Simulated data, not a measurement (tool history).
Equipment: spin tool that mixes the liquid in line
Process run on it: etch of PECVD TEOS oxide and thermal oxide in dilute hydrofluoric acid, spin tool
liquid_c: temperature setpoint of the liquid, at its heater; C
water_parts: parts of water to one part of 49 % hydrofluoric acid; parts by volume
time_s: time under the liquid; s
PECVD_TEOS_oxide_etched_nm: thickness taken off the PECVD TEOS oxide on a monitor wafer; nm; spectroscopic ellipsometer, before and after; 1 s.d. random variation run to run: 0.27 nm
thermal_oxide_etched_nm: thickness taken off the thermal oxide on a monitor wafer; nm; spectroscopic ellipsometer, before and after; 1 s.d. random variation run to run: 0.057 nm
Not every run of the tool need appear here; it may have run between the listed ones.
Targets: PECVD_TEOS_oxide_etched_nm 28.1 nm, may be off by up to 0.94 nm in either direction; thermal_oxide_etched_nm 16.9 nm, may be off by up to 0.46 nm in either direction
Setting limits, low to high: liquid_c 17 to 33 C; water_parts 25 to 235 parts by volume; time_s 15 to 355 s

| run | hour | liquid_c | water_parts | time_s | PECVD_TEOS_oxide_etched_nm | thermal_oxide_etched_nm |
|---|---|---|---|---|---|---|
| 1 | 0 | 25 | 130 | 180 | 10.758 | 6.4628 |
| 2 | 2.4 | 26.5 | 115 | 180 | 13.14 | 7.8423 |
| 3 | 3.6 | 29.5 | 115 | 180 | 14.726 | 8.8507 |
| 4 | 9.6 | 26.5 | 115 | 180 | 13.072 | 7.8905 |
| 5 | 16.3 | 26.5 | 115 | 210 | 15.189 | 9.1172 |
| 6 | 24.2 | 28 | 105 | 210 | 18.025 | 10.761 |
| 7 | 29.1 | 29 | 100 | 210 | 19.407 | 11.717 |
| 8 | 36.3 | 30 | 95 | 210 | 21.388 | 12.943 |
| 9 | 38.6 | 30.5 | 90 | 210 | 23.465 | 14.069 |
| 10 | 45.2 | 31 | 90 | 210 | 23.921 | 14.29 |
| 11 | 53.3 | 31.5 | 90 | 210 | 23.907 | 14.616 |
| 12 | 59.1 | 32 | 85 | 210 | 26.218 | 15.918 |

Pick the move, out of 4, that brings all results within their allowed miss; only one does.
| A | 64.9 | 30 | 80 | 245 | ? | ? |
| B | 64.9 | 24 | 80 | 310 | ? | ? |
| C | 64.9 | 26.5 | 90 | 315 | ? | ? |
| D | 64.9 | 31.5 | 60 | 155 | ? | ? |

| move | PECVD_TEOS_oxide_etched_nm | thermal_oxide_etched_nm |
|---|---|---|
| A | 30.599 | 18.337 |
| B | 30.606 | 18.341 |
| C | 30.129 | 18.056 |
| D | 28.176 | 16.885 |
A: the result that was furthest off in the last run now lies on the other side of its target
B: the result that was furthest off in the last run now lies on the other side of its target
C: the result that was furthest off in the last run now lies on the other side of its target
D: in spec on every target
So the answer is move D, the one that meets all the targets.
